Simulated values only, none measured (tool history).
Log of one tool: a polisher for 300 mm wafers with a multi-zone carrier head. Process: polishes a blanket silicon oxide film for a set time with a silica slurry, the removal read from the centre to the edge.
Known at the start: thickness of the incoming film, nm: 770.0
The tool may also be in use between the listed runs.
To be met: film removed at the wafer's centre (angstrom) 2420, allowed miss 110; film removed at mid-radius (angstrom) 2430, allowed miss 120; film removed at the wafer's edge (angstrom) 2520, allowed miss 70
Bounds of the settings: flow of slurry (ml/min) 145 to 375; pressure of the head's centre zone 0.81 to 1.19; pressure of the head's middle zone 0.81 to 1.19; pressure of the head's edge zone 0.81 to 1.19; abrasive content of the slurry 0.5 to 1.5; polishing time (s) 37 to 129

run  hour  flow of slurry (ml/min)  pressure of the head's centre zone  pressure of the head's middle zone  pressure of the head's edge zone  abrasive content of the slurry  polishing time (s)  film removed at the wafer's centre (angstrom)  film removed at mid-radius (angstrom)  film removed at the wafer's edge (angstrom)
  1     0                      240                                   1                                   1                                 1                               1                  83                                           2989                                 2863.7                                         2857
  2   5.2                      235                                0.98                                0.98                              0.98                            0.95                  83                                         2993.3                                 2771.2                                       2739.7
  3     6                      230                                0.96                                0.98                                 1                             0.9                  83                                         2825.5                                 2757.3                                       2725.2
  4    11                      225                                0.94                                0.96                              1.01                            0.85                  83                                         2614.6                                 2628.3                                       2697.7
  5  15.7                      220                                0.93                                0.95                                 1                            0.85                  83                                         2607.3                                 2592.1                                       2677.8
  6  18.7                      220                                0.88                                0.95                                 1                            0.85                  83                                         2543.2                                   2498                                       2677.6
  7  25.5                      215                                0.88                                0.95                              0.99                            0.85                  83                                         2499.6                                 2597.7                                       2639.4
  8  28.7                      215                                0.88                                0.95                              0.99                            0.85                  83                                         2448.5                                   2560                                       2674.1
     37.6  -- centre zone pressure recalibrated
  9  37.6                      215                                0.88                                0.95                              0.99                            0.85                  83                                         2338.2                                 2506.5                                         2684
 10  46.5                      220                                0.89                                0.94                              0.98                            0.85                  83                                         2306.2                                 2560.5                                       2653.7

5 next moves are on the table. One of them brings every result within its allowed miss. Which?
  A  55.4                      145                                0.93                                0.92                              0.91                             0.8                  87                                              ?                                      ?                                            ?
  B  55.4                      220                                0.88                                0.86                              0.99                            0.95                  83                                              ?                                      ?                                            ?
  C  55.4                      200                                0.83                                0.81                              0.99                             0.9                  87                                              ?                                      ?                                            ?
  D  55.4                      180                                0.86                                1.03                              1.02                             0.8                  80                                              ?                                      ?                                            ?
  E  55.4                      200                                0.87                                   1                              0.89                             0.7                  85                                              ?                                      ?                                            ?

move  film removed at the wafer's centre (angstrom)  film removed at mid-radius (angstrom)  film removed at the wafer's edge (angstrom)
   A                                         2398.2                                 2436.9                                       2561.4
   B                                         2429.4                                 2454.6                                       2812.1
   C                                         2329.1                                 2376.7                                         2867
   D                                         2091.1                                 2515.2                                         2520
   E                                         2142.5                                   2483                                       2386.7
A: meets every target
B: further off than the last run
C: further off than the last run
D: brings the result that was furthest off to its target, and leaves another outside
E: takes the result that was furthest off past its target
The right move is A.
